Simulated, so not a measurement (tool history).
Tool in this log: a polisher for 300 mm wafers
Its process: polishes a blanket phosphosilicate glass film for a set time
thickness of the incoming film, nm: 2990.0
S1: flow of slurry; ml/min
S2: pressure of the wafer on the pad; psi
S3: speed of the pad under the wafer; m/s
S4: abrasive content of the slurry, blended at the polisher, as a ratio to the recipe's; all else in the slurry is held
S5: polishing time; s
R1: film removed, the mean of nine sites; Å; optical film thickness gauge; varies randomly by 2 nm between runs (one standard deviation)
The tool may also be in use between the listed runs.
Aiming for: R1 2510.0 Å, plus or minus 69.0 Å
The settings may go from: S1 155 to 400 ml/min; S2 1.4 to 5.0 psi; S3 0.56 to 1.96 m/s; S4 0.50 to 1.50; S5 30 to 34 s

Run 1, hour 0.0: S1 255 ml/min, S2 3.2 psi, S3 1.26 m/s, S4 1.00, S5 34 s. Result: R1 3214.3 Å.
Run 2, hour 3.4: S1 255 ml/min, S2 3.8 psi, S3 1.26 m/s, S4 1.00, S5 34 s. Result: R1 3725.5 Å.
Run 3, hour 9.6: S1 255 ml/min, S2 3.6 psi, S3 1.26 m/s, S4 1.00, S5 34 s. Result: R1 3570.3 Å.
Run 4, hour 11.2: S1 255 ml/min, S2 3.6 psi, S3 1.26 m/s, S4 1.00, S5 30 s. Result: R1 3129.8 Å.
Run 5, hour 14.3: S1 255 ml/min, S2 3.5 psi, S3 1.26 m/s, S4 1.00, S5 30 s. Result: R1 3057.3 Å.
Run 6, hour 19.5: S1 255 ml/min, S2 3.5 psi, S3 1.26 m/s, S4 1.20, S5 30 s. Result: R1 3266.2 Å.
Run 7, hour 28.2: S1 255 ml/min, S2 3.4 psi, S3 1.26 m/s, S4 1.20, S5 30 s. Result: R1 3180.9 Å.
Run 8, hour 28.8: S1 255 ml/min, S2 3.4 psi, S3 1.26 m/s, S4 1.20, S5 30 s. Result: R1 3190.0 Å.
Run 9, hour 36.0: S1 255 ml/min, S2 3.3 psi, S3 1.26 m/s, S4 1.20, S5 30 s. Result: R1 3073.9 Å.
Run 10, hour 44.9: S1 255 ml/min, S2 3.2 psi, S3 1.26 m/s, S4 1.20, S5 30 s. Result: R1 2973.5 Å.
Run 11, hour 50.4: S1 255 ml/min, S2 3.1 psi, S3 1.26 m/s, S4 1.20, S5 30 s. Result: R1 2928.9 Å.
Run 12, hour 51.6: S1 245 ml/min, S2 2.5 psi, S3 1.26 m/s, S4 1.20, S5 30 s. Result: R1 2379.1 Å.
Run 13, hour 56.8: S1 250 ml/min, S2 2.5 psi, S3 1.26 m/s, S4 1.20, S5 30 s. Result: R1 2405.6 Å.
Run 14, hour 65.0: S1 250 ml/min, S2 2.5 psi, S3 1.26 m/s, S4 1.20, S5 30 s. Result: R1 2377.3 Å.

5 next moves are on the table. One of them brings every result within its allowed miss. Which?
Run A, hour 73.2: S1 245 ml/min, S2 2.4 psi, S3 1.16 m/s, S4 1.20, S5 33 s. Result: R1 ?.
Run B, hour 73.2: S1 255 ml/min, S2 1.8 psi, S3 1.60 m/s, S4 1.15, S5 32 s. Result: R1 ?.
Run C, hour 73.2: S1 215 ml/min, S2 3.1 psi, S3 1.12 m/s, S4 1.25, S5 30 s. Result: R1 ?.
Run D, hour 73.2: S1 220 ml/min, S2 2.3 psi, S3 1.24 m/s, S4 1.30, S5 34 s. Result: R1 ?.
Run E, hour 73.2: S1 210 ml/min, S2 2.4 psi, S3 1.38 m/s, S4 1.35, S5 31 s. Result: R1 ?.

move      R1
   A  2394.2
   B  2292.5
   C  2673.3
   D  2538.7
   E  2638.2
A: nearer the targets than the last run, but a result is still out of spec
B: the biggest miss grows against the last run
C: takes the result that was furthest off past its target
D: every result within its allowed miss
E: takes the result that was furthest off past its target
So the answer is move D, the one that meets all the targets.
